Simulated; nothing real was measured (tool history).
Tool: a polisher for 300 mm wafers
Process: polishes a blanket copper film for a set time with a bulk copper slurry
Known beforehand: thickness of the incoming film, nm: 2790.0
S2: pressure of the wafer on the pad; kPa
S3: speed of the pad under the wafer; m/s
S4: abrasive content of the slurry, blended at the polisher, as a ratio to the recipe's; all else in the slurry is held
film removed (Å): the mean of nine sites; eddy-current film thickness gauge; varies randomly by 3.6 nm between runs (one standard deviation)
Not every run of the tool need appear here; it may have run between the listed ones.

Run 1, hour 0.0: flow of slurry (ml/min) 175, S2 15.2 kPa, S3 1.30 m/s, S4 1.0, polishing time (s) 27. Result: film removed (Å) 2023.0.
Run 2, hour 7.8: flow of slurry (ml/min) 175, S2 15.2 kPa, S3 1.08 m/s, S4 1.0, polishing time (s) 27. Result: film removed (Å) 1790.5.
Run 3, hour 11.6: flow of slurry (ml/min) 175, S2 18.6 kPa, S3 1.08 m/s, S4 1.0, polishing time (s) 27. Result: film removed (Å) 2147.4.
Run 4, hour 16.9: flow of slurry (ml/min) 175, S2 19.3 kPa, S3 1.08 m/s, S4 1.0, polishing time (s) 27. Result: film removed (Å) 2185.6.
Run 5, hour 20.5: flow of slurry (ml/min) 175, S2 19.3 kPa, S3 1.08 m/s, S4 1.0, polishing time (s) 27. Result: film removed (Å) 2235.7.
At hour 27.4: slurry blender recalibrated.
Run 6, hour 27.4: flow of slurry (ml/min) 175, S2 20.0 kPa, S3 1.08 m/s, S4 1.0, polishing time (s) 27. Result: film removed (Å) 2465.6.

Run 7 has not been measured yet. What should we expect?
Run 7, hour 34.8: flow of slurry (ml/min) 175, S2 20.7 kPa, S3 1.08 m/s, S4 1.0, polishing time (s) 27. Result: film removed (Å) ?.

{"run 7": {"film removed (Å)": 2531.4}}

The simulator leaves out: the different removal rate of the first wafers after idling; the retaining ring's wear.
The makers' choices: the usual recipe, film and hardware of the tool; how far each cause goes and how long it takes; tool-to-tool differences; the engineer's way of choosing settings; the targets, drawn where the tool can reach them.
